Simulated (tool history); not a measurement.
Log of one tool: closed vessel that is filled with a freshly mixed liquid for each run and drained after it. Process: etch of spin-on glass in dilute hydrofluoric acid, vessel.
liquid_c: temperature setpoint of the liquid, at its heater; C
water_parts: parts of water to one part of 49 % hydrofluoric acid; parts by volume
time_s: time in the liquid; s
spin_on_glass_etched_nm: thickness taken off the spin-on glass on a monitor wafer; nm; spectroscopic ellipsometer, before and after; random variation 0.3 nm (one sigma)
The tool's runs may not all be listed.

run	hour	liquid_c	water_parts	time_s	spin_on_glass_etched_nm
1	0.0	26.0	195	160	31.797
2	8.9	26.0	195	160	31.691
3	17.0	26.0	240	160	24.458
4	24.3	29.0	240	160	26.947
5	33.1	26.0	240	160	24.555
6	38.8	26.0	200	160	30.619

Forecast run 7:
7	41.6	27.5	195	160	?

{"run 7": {"spin_on_glass_etched_nm": 33.743}}

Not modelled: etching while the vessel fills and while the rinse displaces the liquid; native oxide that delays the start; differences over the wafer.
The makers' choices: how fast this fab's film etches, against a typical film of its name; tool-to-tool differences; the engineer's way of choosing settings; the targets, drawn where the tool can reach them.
